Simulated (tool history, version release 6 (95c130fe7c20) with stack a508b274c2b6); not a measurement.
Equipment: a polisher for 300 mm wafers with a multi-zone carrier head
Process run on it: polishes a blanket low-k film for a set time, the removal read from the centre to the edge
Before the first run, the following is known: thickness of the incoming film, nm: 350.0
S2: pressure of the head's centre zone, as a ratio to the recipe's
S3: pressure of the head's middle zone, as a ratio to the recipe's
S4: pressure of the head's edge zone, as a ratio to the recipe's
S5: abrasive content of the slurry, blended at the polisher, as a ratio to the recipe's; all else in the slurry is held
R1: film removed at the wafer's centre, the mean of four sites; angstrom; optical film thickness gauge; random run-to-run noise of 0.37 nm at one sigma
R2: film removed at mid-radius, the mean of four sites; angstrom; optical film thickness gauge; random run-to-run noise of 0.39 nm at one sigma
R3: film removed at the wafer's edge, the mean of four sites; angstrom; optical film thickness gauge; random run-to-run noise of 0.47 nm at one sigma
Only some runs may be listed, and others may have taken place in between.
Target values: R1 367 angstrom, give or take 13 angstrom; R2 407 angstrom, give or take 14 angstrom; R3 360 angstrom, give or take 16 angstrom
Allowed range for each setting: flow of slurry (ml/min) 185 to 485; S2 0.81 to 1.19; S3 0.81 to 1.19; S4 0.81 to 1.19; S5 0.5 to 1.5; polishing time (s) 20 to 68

Run 1, hour 0: flow of slurry (ml/min) 310, S2 1, S3 1, S4 1, S5 1, polishing time (s) 44. Result: R1 229.72 angstrom, R2 229.63 angstrom, R3 224.39 angstrom.
Run 2, hour 2.6: flow of slurry (ml/min) 310, S2 1, S3 0.92, S4 1, S5 1, polishing time (s) 44. Result: R1 233.54 angstrom, R2 216.39 angstrom, R3 221.1 angstrom.
Run 3, hour 10.1: flow of slurry (ml/min) 355, S2 1, S3 0.92, S4 1, S5 1, polishing time (s) 44. Result: R1 230.17 angstrom, R2 215.45 angstrom, R3 226.58 angstrom.
Run 4, hour 13.8: flow of slurry (ml/min) 355, S2 1, S3 0.84, S4 1, S5 1, polishing time (s) 44. Result: R1 231.74 angstrom, R2 202.63 angstrom, R3 230.19 angstrom.
Run 5, hour 19.4: flow of slurry (ml/min) 360, S2 1, S3 0.88, S4 1, S5 1.05, polishing time (s) 45. Result: R1 245.36 angstrom, R2 218.72 angstrom, R3 243.21 angstrom.
Run 6, hour 21.1: flow of slurry (ml/min) 360, S2 1, S3 0.88, S4 1, S5 1.15, polishing time (s) 45. Result: R1 254.37 angstrom, R2 233.1 angstrom, R3 250.02 angstrom.
Run 7, hour 28.6: flow of slurry (ml/min) 360, S2 1, S3 0.88, S4 1, S5 1.15, polishing time (s) 45. Result: R1 253.24 angstrom, R2 234.83 angstrom, R3 255.54 angstrom.
Run 8, hour 31: flow of slurry (ml/min) 360, S2 1.01, S3 0.91, S4 1, S5 1.2, polishing time (s) 46. Result: R1 265.75 angstrom, R2 245.69 angstrom, R3 268.43 angstrom.
Run 9, hour 36.9: flow of slurry (ml/min) 345, S2 1.01, S3 0.94, S4 0.98, S5 1.25, polishing time (s) 47. Result: R1 279.41 angstrom, R2 264.42 angstrom, R3 265.37 angstrom.
Run 10, hour 45.2: flow of slurry (ml/min) 415, S2 1, S3 1.04, S4 1.08, S5 1.5, polishing time (s) 54. Result: R1 349.49 angstrom, R2 356.4 angstrom, R3 350.06 angstrom.
Run 11, hour 53: flow of slurry (ml/min) 415, S2 1, S3 1.05, S4 1.08, S5 1.5, polishing time (s) 54. Result: R1 345.67 angstrom, R2 364.61 angstrom, R3 348.15 angstrom.
Run 12, hour 57: flow of slurry (ml/min) 415, S2 1, S3 1.06, S4 1.08, S5 1.5, polishing time (s) 54. Result: R1 348.5 angstrom, R2 366.19 angstrom, R3 349.97 angstrom.
Run 13, hour 65.9: flow of slurry (ml/min) 415, S2 1, S3 1.07, S4 1.08, S5 1.5, polishing time (s) 54. Result: R1 342.28 angstrom, R2 365.63 angstrom, R3 351.05 angstrom.
Run 14, hour 67.7: flow of slurry (ml/min) 415, S2 1.01, S3 1.08, S4 1.07, S5 1.5, polishing time (s) 54. Result: R1 348.84 angstrom, R2 371.45 angstrom, R3 350.14 angstrom.
Run 15, hour 73.1: flow of slurry (ml/min) 415, S2 1.01, S3 1.09, S4 1.07, S5 1.5, polishing time (s) 54. Result: R1 348.13 angstrom, R2 369.32 angstrom, R3 348.59 angstrom.
Run 16, hour 74.5: flow of slurry (ml/min) 415, S2 1.01, S3 1.1, S4 1.06, S5 1.5, polishing time (s) 54. Result: R1 348.94 angstrom, R2 377.05 angstrom, R3 342.49 angstrom.
Run 17, hour 78.2: flow of slurry (ml/min) 415, S2 1.01, S3 1.11, S4 1.06, S5 1.5, polishing time (s) 54. Result: R1 350.92 angstrom, R2 384.79 angstrom, R3 354.08 angstrom.

Consider the 5 candidate settings below. Which is the only one whose results all fall within their allowed miss of target?
Run A, hour 81.9: flow of slurry (ml/min) 485, S2 1.15, S3 1.05, S4 1.12, S5 1.5, polishing time (s) 52. Result: R1 ?, R2 ?, R3 ?.
Run B, hour 81.9: flow of slurry (ml/min) 405, S2 1.07, S3 1.13, S4 1.09, S5 1.5, polishing time (s) 50. Result: R1 ?, R2 ?, R3 ?.
Run C, hour 81.9: flow of slurry (ml/min) 445, S2 0.98, S3 1.1, S4 0.99, S5 1.5, polishing time (s) 57. Result: R1 ?, R2 ?, R3 ?.
Run D, hour 81.9: flow of slurry (ml/min) 415, S2 1.04, S3 1.06, S4 1.09, S5 1.5, polishing time (s) 53. Result: R1 ?, R2 ?, R3 ?.
Run E, hour 81.9: flow of slurry (ml/min) 440, S2 0.94, S3 1.16, S4 1.19, S5 1.2, polishing time (s) 61. Result: R1 ?, R2 ?, R3 ?.

move      R1      R2      R3
   A  386.46  357.84  352.97
   B  341.99  362.49  331.53
   C  359.68  406.49  362.28
   D  352.89  364.42  352.18
   E  336.07  414.09  386.54
A: its largest miss is bigger than the last run's
B: its largest miss is bigger than the last run's
C: meets every target
D: its largest miss is bigger than the last run's
E: puts the biggest miss on target and leaves a different result outside tolerance
Correct choice: C, which meets every target
